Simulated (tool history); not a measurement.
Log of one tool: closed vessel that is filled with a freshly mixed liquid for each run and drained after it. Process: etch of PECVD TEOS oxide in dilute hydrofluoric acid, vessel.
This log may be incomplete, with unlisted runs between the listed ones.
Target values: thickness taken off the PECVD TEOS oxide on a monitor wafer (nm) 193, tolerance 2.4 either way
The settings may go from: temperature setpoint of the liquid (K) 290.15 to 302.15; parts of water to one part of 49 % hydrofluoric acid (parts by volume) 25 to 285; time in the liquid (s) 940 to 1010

run	hour	temperature setpoint of the liquid (K)	parts of water to one part of 49 % hydrofluoric acid (parts by volume)	time in the liquid (s)	thickness taken off the PECVD TEOS oxide on a monitor wafer (nm)
1	0	294.15	155	940	52.493
2	2.9	294.15	135	940	61.386
3	4	296.15	105	940	88.046
4	5.7	296.15	140	940	63.842
5	9.7	296.15	140	1010	68.486
6	16.5	298.15	140	1010	74.402
7	23.7	299.15	115	1010	97.319
8	24.3	300.15	95	1010	124.99
9	31.6	300.65	85	1010	143.93
10	34.3	301.15	80	1010	157.23
11	40.8	301.65	75	1010	172.1
12	44.1	301.65	70	1010	184.96
13	46.3	302.15	70	1010	189.38
14	54.8	302.15	65	1010	203.38
15	62.1	301.65	65	1010	200.75
16	65.1	301.15	65	1010	197.47

Which single option among these 4 for the next run brings every result within its allowed miss of target? Just one does.
A	68.1	299.15	60	1005	?
B	68.1	301.15	60	940	?
C	68.1	298.15	60	990	?
D	68.1	300.65	65	1010	?

move	thickness taken off the PECVD TEOS oxide on a monitor wafer (nm)
A	198.12
B	200.68
C	187.45
D	193.76
A: its largest miss is bigger than the last run's
B: its largest miss is bigger than the last run's
C: moves the result that the last run missed by most past its target, out the other side
D: in spec on every target
Answer: D
